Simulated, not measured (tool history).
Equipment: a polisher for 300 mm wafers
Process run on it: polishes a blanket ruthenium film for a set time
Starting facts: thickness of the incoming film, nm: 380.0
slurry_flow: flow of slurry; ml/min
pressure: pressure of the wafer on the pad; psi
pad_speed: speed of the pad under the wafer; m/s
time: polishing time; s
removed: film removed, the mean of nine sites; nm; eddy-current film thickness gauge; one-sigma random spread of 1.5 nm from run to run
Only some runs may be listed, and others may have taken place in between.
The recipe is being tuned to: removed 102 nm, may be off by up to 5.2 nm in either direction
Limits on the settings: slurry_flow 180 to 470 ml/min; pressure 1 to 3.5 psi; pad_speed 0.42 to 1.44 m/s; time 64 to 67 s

Run 1, hour 0: slurry_flow 300 ml/min, pressure 2.2 psi, pad_speed 0.92 m/s, time 64 s. Result: removed 62.086 nm.
Run 2, hour 3.8: slurry_flow 300 ml/min, pressure 2.5 psi, pad_speed 0.94 m/s, time 64 s. Result: removed 71.037 nm.
Run 3, hour 6.4: slurry_flow 300 ml/min, pressure 2.7 psi, pad_speed 0.96 m/s, time 64 s. Result: removed 76.327 nm.
Run 4, hour 14.6: slurry_flow 300 ml/min, pressure 2.9 psi, pad_speed 0.98 m/s, time 64 s. Result: removed 86.383 nm.
At hour 15.6: slurry nozzle cleaned.
Run 5, hour 15.6: slurry_flow 300 ml/min, pressure 2.9 psi, pad_speed 0.98 m/s, time 64 s. Result: removed 87.613 nm.
Run 6, hour 22: slurry_flow 300 ml/min, pressure 3 psi, pad_speed 0.98 m/s, time 64 s. Result: removed 92.397 nm.
Run 7, hour 27.9: slurry_flow 300 ml/min, pressure 3.1 psi, pad_speed 0.98 m/s, time 64 s. Result: removed 93.89 nm.
Run 8, hour 32.6: slurry_flow 300 ml/min, pressure 3.2 psi, pad_speed 0.98 m/s, time 64 s. Result: removed 95.494 nm.

Which single option among these 5 for the next run brings every result within its allowed miss of target? Just one does.
Run A, hour 37.3: slurry_flow 280 ml/min, pressure 3.3 psi, pad_speed 0.92 m/s, time 64 s. Result: removed ?.
Run B, hour 37.3: slurry_flow 300 ml/min, pressure 3.4 psi, pad_speed 0.82 m/s, time 64 s. Result: removed ?.
Run C, hour 37.3: slurry_flow 300 ml/min, pressure 3.1 psi, pad_speed 0.94 m/s, time 67 s. Result: removed ?.
Run D, hour 37.3: slurry_flow 305 ml/min, pressure 3 psi, pad_speed 0.94 m/s, time 64 s. Result: removed ?.
Run E, hour 37.3: slurry_flow 265 ml/min, pressure 3.5 psi, pad_speed 0.96 m/s, time 65 s. Result: removed ?.

move  removed
   A   91.556
   B   84.665
   C    92.58
   D   85.789
   E   102.18
A: further off than the last run
B: further off than the last run
C: further off than the last run
D: further off than the last run
E: each result inside its tolerance
Move E is the one to make.
